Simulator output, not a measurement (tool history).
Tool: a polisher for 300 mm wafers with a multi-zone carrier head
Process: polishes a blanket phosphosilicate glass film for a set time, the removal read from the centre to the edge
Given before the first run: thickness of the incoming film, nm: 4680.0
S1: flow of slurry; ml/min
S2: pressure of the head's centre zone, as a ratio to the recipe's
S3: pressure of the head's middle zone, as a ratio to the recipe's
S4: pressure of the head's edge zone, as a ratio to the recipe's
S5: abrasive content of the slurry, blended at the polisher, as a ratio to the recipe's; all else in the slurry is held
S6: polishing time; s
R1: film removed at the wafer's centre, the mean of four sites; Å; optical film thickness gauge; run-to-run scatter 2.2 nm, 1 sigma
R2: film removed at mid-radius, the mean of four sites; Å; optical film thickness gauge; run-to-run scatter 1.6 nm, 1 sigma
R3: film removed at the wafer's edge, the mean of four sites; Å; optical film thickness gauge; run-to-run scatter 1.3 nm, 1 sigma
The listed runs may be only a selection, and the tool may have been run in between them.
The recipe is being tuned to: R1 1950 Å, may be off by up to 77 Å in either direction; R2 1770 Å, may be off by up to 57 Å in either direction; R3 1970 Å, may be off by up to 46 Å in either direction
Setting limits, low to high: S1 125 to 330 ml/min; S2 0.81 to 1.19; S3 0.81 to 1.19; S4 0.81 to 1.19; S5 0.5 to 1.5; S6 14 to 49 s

{"run": 1, "hour": 0.0, "S1": 210, "S2": 1, "S3": 1, "S4": 1, "S5": 1, "S6": 31, "R1": 3064.6, "R2": 3031.2, "R3": 2890.6}
{"run": 2, "hour": 2.3, "S1": 210, "S2": 1.05, "S3": 1, "S4": 1, "S5": 1, "S6": 31, "R1": 3220.9, "R2": 3007.1, "R3": 2874.3}
{"run": 3, "hour": 7.2, "S1": 210, "S2": 1.05, "S3": 1, "S4": 1, "S5": 1.1, "S6": 31, "R1": 3388.1, "R2": 3212.6, "R3": 3024.1}
{"run": 4, "hour": 8.0, "S1": 210, "S2": 1.05, "S3": 1, "S4": 1, "S5": 1.25, "S6": 31, "R1": 3589.6, "R2": 3385.3, "R3": 3221.1}
{"run": 5, "hour": 12.2, "S1": 210, "S2": 1.02, "S3": 1, "S4": 1, "S5": 1.25, "S6": 31, "R1": 3479.9, "R2": 3446.1, "R3": 3227.6}
{"hour": 16.2, "done": "edge zone pressure recalibrated"}
{"run": 6, "hour": 16.2, "S1": 200, "S2": 1, "S3": 0.96, "S4": 0.99, "S5": 1.1, "S6": 30, "R1": 3039.1, "R2": 2922.6, "R3": 3087.3}
{"run": 7, "hour": 19.1, "S1": 200, "S2": 1, "S3": 0.96, "S4": 0.98, "S5": 0.95, "S6": 29, "R1": 2743.6, "R2": 2642.2, "R3": 2769.3}
{"run": 8, "hour": 21.8, "S1": 195, "S2": 1.01, "S3": 0.96, "S4": 0.97, "S5": 0.85, "S6": 28, "R1": 2538.3, "R2": 2425.1, "R3": 2487.7}
{"run": 9, "hour": 30.3, "S1": 190, "S2": 1.01, "S3": 0.95, "S4": 0.95, "S5": 0.8, "S6": 28, "R1": 2502.8, "R2": 2323, "R3": 2376.2}
{"run": 10, "hour": 35.4, "S1": 185, "S2": 1, "S3": 0.93, "S4": 0.93, "S5": 0.75, "S6": 28, "R1": 2351.7, "R2": 2207, "R3": 2250.1}
{"run": 11, "hour": 38.3, "S1": 175, "S2": 0.99, "S3": 0.9, "S4": 0.91, "S5": 0.7, "S6": 28, "R1": 2208.3, "R2": 2028.8, "R3": 2132.5}
{"run": 12, "hour": 41.0, "S1": 135, "S2": 0.93, "S3": 0.82, "S4": 0.83, "S5": 0.7, "S6": 28, "R1": 2021.3, "R2": 1890.3, "R3": 1980.2}
{"run": 13, "hour": 46.6, "S1": 135, "S2": 0.93, "S3": 0.82, "S4": 0.85, "S5": 0.7, "S6": 28, "R1": 1979, "R2": 1885.9, "R3": 1995.8}
{"run": 14, "hour": 52.8, "S1": 135, "S2": 0.94, "S3": 0.82, "S4": 0.86, "S5": 0.7, "S6": 28, "R1": 2024.4, "R2": 1850.4, "R3": 2039.9}

5 candidate next runs follow, results not yet known. Just one meets every target within its allowed miss. Identify it.
{"run": "A", "hour": 59.0, "S1": 125, "S2": 0.94, "S3": 0.81, "S4": 0.87, "S5": 0.8, "S6": 25, "R1": "?", "R2": "?", "R3": "?"}
{"run": "B", "hour": 59.0, "S1": 125, "S2": 0.86, "S3": 0.84, "S4": 0.82, "S5": 0.9, "S6": 26, "R1": "?", "R2": "?", "R3": "?"}
{"run": "C", "hour": 59.0, "S1": 150, "S2": 1, "S3": 0.82, "S4": 0.91, "S5": 0.7, "S6": 28, "R1": "?", "R2": "?", "R3": "?"}
{"run": "D", "hour": 59.0, "S1": 125, "S2": 0.9, "S3": 0.84, "S4": 0.9, "S5": 0.7, "S6": 29, "R1": "?", "R2": "?", "R3": "?"}
{"run": "E", "hour": 59.0, "S1": 130, "S2": 1.03, "S3": 0.84, "S4": 0.9, "S5": 0.75, "S6": 26, "R1": "?", "R2": "?", "R3": "?"}

move=A R1=1915.1 R2=1774.7 R3=1965.6
move=B R1=1948.9 R2=2026.6 R3=2130
move=C R1=2143.3 R2=1876.6 R3=2093.5
move=D R1=1955.1 R2=1941.2 R3=2128.1
move=E R1=2109 R2=1825.6 R3=2000.4
A: hits every target within its allowed miss
B: its largest miss is bigger than the last run's
C: its largest miss is bigger than the last run's
D: its largest miss is bigger than the last run's
E: brings the result that was furthest off to its target, and leaves another outside
A is the move that brings every result within its allowed miss.
